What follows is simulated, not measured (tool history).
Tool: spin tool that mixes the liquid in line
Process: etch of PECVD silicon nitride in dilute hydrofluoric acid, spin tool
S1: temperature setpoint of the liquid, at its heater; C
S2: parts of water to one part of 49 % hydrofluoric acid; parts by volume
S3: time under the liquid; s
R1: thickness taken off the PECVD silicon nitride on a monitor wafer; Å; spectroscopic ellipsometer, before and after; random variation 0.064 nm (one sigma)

{"run": 1, "hour": 0.0, "S1": 22.0, "S2": 40, "S3": 75, "R1": 54.503}
{"run": 2, "hour": 2.5, "S1": 22.0, "S2": 40, "S3": 75, "R1": 54.582}
{"run": 3, "hour": 8.2, "S1": 22.5, "S2": 40, "S3": 75, "R1": 56.088}
{"run": 4, "hour": 9.2, "S1": 22.5, "S2": 40, "S3": 55, "R1": 41.626}
{"run": 5, "hour": 17.8, "S1": 19.5, "S2": 40, "S3": 55, "R1": 33.782}
{"run": 6, "hour": 18.5, "S1": 17.0, "S2": 40, "S3": 55, "R1": 27.821}
{"run": 7, "hour": 26.1, "S1": 19.0, "S2": 40, "S3": 55, "R1": 32.649}
{"run": 8, "hour": 32.9, "S1": 23.0, "S2": 40, "S3": 55, "R1": 43.101}
{"run": 9, "hour": 34.1, "S1": 24.0, "S2": 40, "S3": 55, "R1": 46.962}
{"run": 10, "hour": 34.9, "S1": 25.0, "S2": 40, "S3": 55, "R1": 49.138}
{"run": 11, "hour": 43.3, "S1": 26.0, "S2": 40, "S3": 55, "R1": 52.722}
{"run": 12, "hour": 44.2, "S1": 26.5, "S2": 40, "S3": 55, "R1": 54.281}

Run 13 comes next. What will it give?
{"run": 13, "hour": 48.5, "S1": 27.0, "S2": 40, "S3": 55, "R1": "?"}

{"run 13": {"R1": 56.169}}
